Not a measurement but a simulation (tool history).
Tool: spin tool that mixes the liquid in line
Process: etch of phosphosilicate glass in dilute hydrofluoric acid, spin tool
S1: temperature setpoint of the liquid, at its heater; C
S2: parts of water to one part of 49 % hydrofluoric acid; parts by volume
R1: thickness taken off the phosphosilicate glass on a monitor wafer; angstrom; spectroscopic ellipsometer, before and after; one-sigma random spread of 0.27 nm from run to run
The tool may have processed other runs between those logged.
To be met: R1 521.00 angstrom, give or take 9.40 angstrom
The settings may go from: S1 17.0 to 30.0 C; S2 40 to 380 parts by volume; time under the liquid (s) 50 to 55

run 1 hour=0.0 | S1=22.0 S2=210 time_under_the_liquid_(s)=50 | R1=370.71
run 2 hour=7.6 | S1=22.0 S2=210 time_under_the_liquid_(s)=55 | R1=405.52
run 3 hour=13.5 | S1=22.0 S2=160 time_under_the_liquid_(s)=55 | R1=559.90
run 4 hour=17.3 | S1=22.0 S2=225 time_under_the_liquid_(s)=55 | R1=372.97
run 5 hour=25.2 | S1=23.0 S2=225 time_under_the_liquid_(s)=55 | R1=387.68
run 6 hour=25.8 | S1=21.0 S2=225 time_under_the_liquid_(s)=55 | R1=359.57
run 7 hour=31.7 | S1=22.0 S2=225 time_under_the_liquid_(s)=55 | R1=376.93
run 8 hour=38.0 | S1=22.0 S2=225 time_under_the_liquid_(s)=55 | R1=372.20
run 9 hour=46.7 | S1=23.0 S2=225 time_under_the_liquid_(s)=55 | R1=387.10
run 10 hour=54.1 | S1=27.0 S2=215 time_under_the_liquid_(s)=55 | R1=473.73
run 11 hour=55.0 | S1=27.0 S2=215 time_under_the_liquid_(s)=55 | R1=473.51
run 12 hour=60.5 | S1=27.5 S2=215 time_under_the_liquid_(s)=55 | R1=480.69
run 13 hour=67.3 | S1=29.0 S2=215 time_under_the_liquid_(s)=55 | R1=509.83

5 candidate next runs follow, results not yet known. Just one meets every target within its allowed miss. Identify it.
run A hour=74.1 | S1=29.5 S2=205 time_under_the_liquid_(s)=50 | R1=?
run B hour=74.1 | S1=28.0 S2=205 time_under_the_liquid_(s)=55 | R1=?
run C hour=74.1 | S1=29.0 S2=200 time_under_the_liquid_(s)=50 | R1=?
run D hour=74.1 | S1=30.0 S2=225 time_under_the_liquid_(s)=55 | R1=?
run E hour=74.1 | S1=29.0 S2=205 time_under_the_liquid_(s)=50 | R1=?

move=A R1=496.70
move=B R1=518.49
move=C R1=503.36
move=D R1=494.41
move=E R1=488.15
A: lands further from the targets than the last run did
B: in spec on every target
C: lands further from the targets than the last run did
D: lands further from the targets than the last run did
E: lands further from the targets than the last run did
Go with B: it meets all targets.
